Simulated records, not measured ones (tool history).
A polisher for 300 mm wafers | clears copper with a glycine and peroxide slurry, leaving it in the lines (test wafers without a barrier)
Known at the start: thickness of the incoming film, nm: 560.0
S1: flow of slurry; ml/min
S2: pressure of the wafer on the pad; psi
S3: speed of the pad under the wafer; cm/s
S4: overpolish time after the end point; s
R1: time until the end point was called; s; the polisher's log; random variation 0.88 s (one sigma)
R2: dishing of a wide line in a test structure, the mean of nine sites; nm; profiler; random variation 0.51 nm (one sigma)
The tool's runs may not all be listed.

run,hour,S1,S2,S3,S4,R1,R2
1,0,295,2.9,118,25,89.195,56.846
2,2.5,285,2.8,140,19,83.236,54.158
3,9.8,335,2.8,154,15,76.465,49.848
4,14.2,335,2.8,154,8,77.476,35.89
5,19.2,335,2.9,160,9,73.409,39.721
6,24,335,2.9,160,15,73.474,50.615
7,26.5,335,3.2,156,14,68.651,50.8

The next listed run, before its measurement:
8,28,335,3.4,156,12,?,?

R1: 66.952 s
R2: 48.28 nm
